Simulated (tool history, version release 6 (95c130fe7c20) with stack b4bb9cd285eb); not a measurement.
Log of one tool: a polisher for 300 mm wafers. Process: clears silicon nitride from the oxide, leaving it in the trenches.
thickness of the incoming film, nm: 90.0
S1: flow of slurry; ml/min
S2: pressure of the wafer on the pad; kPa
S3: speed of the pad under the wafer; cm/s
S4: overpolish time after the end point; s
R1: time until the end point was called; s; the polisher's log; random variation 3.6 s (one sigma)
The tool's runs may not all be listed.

run  hour   S1    S2   S3  S4      R1
  1     0  180  15.9  100  20  136.73
  2   2.5  180  14.5   98  20  151.51
  3   4.4  180  14.5   98  21  149.84
  4  13.1  180  11.7   98  21  179.53
  5  20.9  180  11.7   98  20  177.97
  6  24.9  180   7.6   98  20  242.14

Forecast run 7:
  7  28.4  180  8.3  98  20   ?

Run 7 gave R1 229.03 s.

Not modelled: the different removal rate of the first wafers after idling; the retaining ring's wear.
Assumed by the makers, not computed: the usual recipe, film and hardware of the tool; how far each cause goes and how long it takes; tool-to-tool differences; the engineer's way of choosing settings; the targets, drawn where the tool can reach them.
